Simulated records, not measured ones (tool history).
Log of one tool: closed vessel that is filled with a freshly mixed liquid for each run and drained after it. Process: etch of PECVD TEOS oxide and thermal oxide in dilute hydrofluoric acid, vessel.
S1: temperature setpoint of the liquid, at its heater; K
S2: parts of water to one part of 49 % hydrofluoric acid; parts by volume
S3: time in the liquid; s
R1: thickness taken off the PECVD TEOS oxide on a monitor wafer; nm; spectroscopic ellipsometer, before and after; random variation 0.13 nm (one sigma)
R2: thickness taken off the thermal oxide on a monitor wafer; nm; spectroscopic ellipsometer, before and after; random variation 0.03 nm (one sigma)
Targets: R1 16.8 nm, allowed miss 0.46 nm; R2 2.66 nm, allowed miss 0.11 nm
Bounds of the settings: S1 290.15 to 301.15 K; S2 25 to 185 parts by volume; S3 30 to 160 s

run 1 hour=0 | S1=293.15 S2=105 S3=80 | R1=19.16 R2=3.0202
run 2 hour=5.9 | S1=295.65 S2=105 S3=80 | R1=21.073 R2=3.3092
run 3 hour=11.6 | S1=295.65 S2=120 S3=80 | R1=18.519 R2=2.8407
run 4 hour=16.5 | S1=295.65 S2=95 S3=80 | R1=23.775 R2=3.7062
run 5 hour=21.5 | S1=297.15 S2=95 S3=80 | R1=25.353 R2=3.9979
run 6 hour=24.1 | S1=299.65 S2=95 S3=80 | R1=27.835 R2=4.3672
run 7 hour=24.6 | S1=296.65 S2=100 S3=80 | R1=23.444 R2=3.7025
run 8 hour=26.1 | S1=294.65 S2=100 S3=80 | R1=21.249 R2=3.3866

Which of these 4 next moves meets every target?
run A hour=27.6 | S1=293.15 S2=110 S3=65 | R1=? R2=?
run B hour=27.6 | S1=292.15 S2=75 S3=85 | R1=? R2=?
run C hour=27.6 | S1=291.15 S2=115 S3=75 | R1=? R2=?
run D hour=27.6 | S1=291.65 S2=105 S3=75 | R1=? R2=?

move=A R1=14.874 R2=2.3204
move=B R1=28.46 R2=4.4398
move=C R1=15.04 R2=2.3462
move=D R1=16.995 R2=2.6513
A: takes the result that was furthest off past its target
B: further off than the last run
C: takes the result that was furthest off past its target
D: meets every target
Move D is the one to make.
